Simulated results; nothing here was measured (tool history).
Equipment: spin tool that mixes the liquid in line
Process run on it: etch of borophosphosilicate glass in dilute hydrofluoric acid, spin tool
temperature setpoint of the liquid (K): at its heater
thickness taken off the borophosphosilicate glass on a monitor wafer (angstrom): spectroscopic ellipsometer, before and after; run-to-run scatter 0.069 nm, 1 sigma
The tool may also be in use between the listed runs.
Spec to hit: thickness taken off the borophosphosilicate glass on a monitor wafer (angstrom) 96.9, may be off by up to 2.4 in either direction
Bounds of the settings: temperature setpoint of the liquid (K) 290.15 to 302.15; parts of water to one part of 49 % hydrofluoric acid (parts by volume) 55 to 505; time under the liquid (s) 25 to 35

run,day,temperature setpoint of the liquid (K),parts of water to one part of 49 % hydrofluoric acid (parts by volume),time under the liquid (s),thickness taken off the borophosphosilicate glass on a monitor wafer (angstrom)
1,0,294.15,280,35,28.665
2,0.167,295.15,255,35,33.009
3,0.508,296.15,230,35,38.78
4,0.775,296.65,210,35,44.403
5,0.817,297.15,195,35,49.336
6,0.875,297.15,270,35,33.239
7,1.175,297.65,245,35,38.367
8,1.204,298.15,225,35,42.876
9,1.225,298.65,205,35,49.786

Pick the move, out of 4, that brings all results within their allowed miss; only one does.
A,1.246,295.15,200,25,?
B,1.246,299.65,120,35,?
C,1.246,299.65,175,35,?
D,1.246,302.15,165,35,?

move,thickness taken off the borophosphosilicate glass on a monitor wafer (angstrom)
A,32.213
B,97.64
C,62.623
D,73.604
A: misses by more than the last run did
B: all results land within tolerance of their targets
C: closes in on the targets versus the last run, not all within tolerance yet
D: closes in on the targets versus the last run, not all within tolerance yet
B meets every target.

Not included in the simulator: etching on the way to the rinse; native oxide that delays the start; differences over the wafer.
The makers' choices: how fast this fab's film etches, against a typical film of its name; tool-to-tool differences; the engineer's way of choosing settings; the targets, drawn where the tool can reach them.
